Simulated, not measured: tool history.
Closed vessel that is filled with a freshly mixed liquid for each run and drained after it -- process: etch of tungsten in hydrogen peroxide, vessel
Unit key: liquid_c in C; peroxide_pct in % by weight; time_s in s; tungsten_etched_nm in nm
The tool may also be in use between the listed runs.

| run | hour | liquid_c | peroxide_pct | time_s | tungsten_etched_nm |
|---|---|---|---|---|---|
| 1 | 0 | 42 | 20.5 | 95 | 71.1 |
| 2 | 7.4 | 43.5 | 20.5 | 95 | 78.176 |
| 3 | 15.8 | 40 | 20.5 | 95 | 62.563 |
| 4 | 22.9 | 36.5 | 20.5 | 95 | 49.155 |
| 5 | 25.4 | 39.5 | 20.5 | 95 | 60.391 |
| 6 | 33.4 | 39.5 | 18 | 95 | 56.708 |
| 7 | 40.1 | 42 | 18 | 95 | 65.91 |
| 8 | 42.5 | 44 | 18 | 95 | 74.679 |
| 9 | 49.6 | 45.5 | 18 | 95 | 82.88 |
| 10 | 53.8 | 46.5 | 18 | 95 | 89.099 |
| 11 | 56.8 | 47.5 | 18 | 95 | 93.89 |
| 12 | 64 | 48 | 18 | 95 | 97.093 |

For run 13, what comes out?
| 13 | 65.8 | 48.5 | 18 | 95 | ? |

{"run 13": {"tungsten_etched_nm": 100.35}}
